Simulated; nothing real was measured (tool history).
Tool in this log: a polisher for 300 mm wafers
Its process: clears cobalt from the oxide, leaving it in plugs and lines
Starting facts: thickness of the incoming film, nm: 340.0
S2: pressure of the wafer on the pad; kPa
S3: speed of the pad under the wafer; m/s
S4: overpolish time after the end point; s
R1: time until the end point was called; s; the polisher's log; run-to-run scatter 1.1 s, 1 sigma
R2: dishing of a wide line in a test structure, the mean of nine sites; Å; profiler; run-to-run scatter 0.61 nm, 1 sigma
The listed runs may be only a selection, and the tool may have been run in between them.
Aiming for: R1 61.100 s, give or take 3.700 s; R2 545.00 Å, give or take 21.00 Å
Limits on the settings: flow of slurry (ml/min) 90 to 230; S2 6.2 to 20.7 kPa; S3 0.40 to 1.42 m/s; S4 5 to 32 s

Run 1, hour 0.0: flow of slurry (ml/min) 150, S2 13.1 kPa, S3 0.90 m/s, S4 16 s. Result: R1 64.658 s, R2 464.59 Å.
Run 2, hour 4.0: flow of slurry (ml/min) 165, S2 13.1 kPa, S3 0.90 m/s, S4 16 s. Result: R1 63.096 s, R2 451.55 Å.
Run 3, hour 7.3: flow of slurry (ml/min) 165, S2 13.1 kPa, S3 1.06 m/s, S4 16 s. Result: R1 52.833 s, R2 486.93 Å.
Run 4, hour 8.7: flow of slurry (ml/min) 160, S2 12.4 kPa, S3 1.06 m/s, S4 18 s. Result: R1 56.794 s, R2 492.66 Å.
Run 5, hour 14.8: flow of slurry (ml/min) 155, S2 12.4 kPa, S3 1.06 m/s, S4 19 s. Result: R1 56.712 s, R2 508.37 Å.
Run 6, hour 20.4: flow of slurry (ml/min) 150, S2 12.4 kPa, S3 1.06 m/s, S4 20 s. Result: R1 55.622 s, R2 510.70 Å.
Run 7, hour 26.6: flow of slurry (ml/min) 150, S2 12.4 kPa, S3 1.04 m/s, S4 22 s. Result: R1 58.811 s, R2 520.82 Å.
Run 8, hour 31.2: flow of slurry (ml/min) 150, S2 12.4 kPa, S3 1.04 m/s, S4 22 s. Result: R1 57.637 s, R2 523.09 Å.
At hour 38.5: head pressure recalibrated.
Run 9, hour 38.5: flow of slurry (ml/min) 150, S2 12.4 kPa, S3 1.04 m/s, S4 23 s. Result: R1 65.630 s, R2 512.49 Å.
Run 10, hour 41.7: flow of slurry (ml/min) 150, S2 13.1 kPa, S3 1.04 m/s, S4 23 s. Result: R1 60.436 s, R2 524.56 Å.

Which single option among these 5 for the next run brings every result within its allowed miss of target? Just one does.
Run A, hour 44.9: flow of slurry (ml/min) 175, S2 13.1 kPa, S3 0.94 m/s, S4 22 s. Result: R1 ?, R2 ?.
Run B, hour 44.9: flow of slurry (ml/min) 180, S2 13.1 kPa, S3 1.10 m/s, S4 18 s. Result: R1 ?, R2 ?.
Run C, hour 44.9: flow of slurry (ml/min) 150, S2 13.8 kPa, S3 0.90 m/s, S4 22 s. Result: R1 ?, R2 ?.
Run D, hour 44.9: flow of slurry (ml/min) 160, S2 13.8 kPa, S3 0.98 m/s, S4 19 s. Result: R1 ?, R2 ?.
Run E, hour 44.9: flow of slurry (ml/min) 115, S2 10.3 kPa, S3 1.34 m/s, S4 28 s. Result: R1 ?, R2 ?.

move      R1      R2
   A  63.963  515.01
   B  54.704  507.45
   C  64.724  513.22
   D  59.093  504.20
   E  60.158  550.59
A: further off than the last run
B: further off than the last run
C: further off than the last run
D: further off than the last run
E: all results in spec
E meets every target.
